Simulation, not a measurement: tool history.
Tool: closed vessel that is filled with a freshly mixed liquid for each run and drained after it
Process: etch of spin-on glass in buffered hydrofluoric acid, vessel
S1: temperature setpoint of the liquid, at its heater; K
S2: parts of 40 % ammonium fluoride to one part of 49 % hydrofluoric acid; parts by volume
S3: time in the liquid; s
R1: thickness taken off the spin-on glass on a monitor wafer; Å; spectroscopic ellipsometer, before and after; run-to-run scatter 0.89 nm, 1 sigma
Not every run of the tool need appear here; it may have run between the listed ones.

{"run": 1, "day": 0.0, "S1": 298.15, "S2": 10.5, "S3": 100, "R1": 3015.4}
{"run": 2, "day": 0.212, "S1": 298.15, "S2": 10.5, "S3": 105, "R1": 3147.5}
{"run": 3, "day": 0.258, "S1": 298.15, "S2": 12.0, "S3": 105, "R1": 2750.7}
{"run": 4, "day": 0.329, "S1": 297.15, "S2": 12.0, "S3": 105, "R1": 2623.9}
{"run": 5, "day": 0.554, "S1": 297.15, "S2": 12.0, "S3": 105, "R1": 2614.3}
{"run": 6, "day": 0.704, "S1": 296.15, "S2": 12.0, "S3": 105, "R1": 2463.3}

Run 7 is up next; what results do you expect?
{"run": 7, "day": 0.779, "S1": 296.15, "S2": 12.0, "S3": 105, "R1": "?"}

Logged for run 7: R1 2457.0 Å.
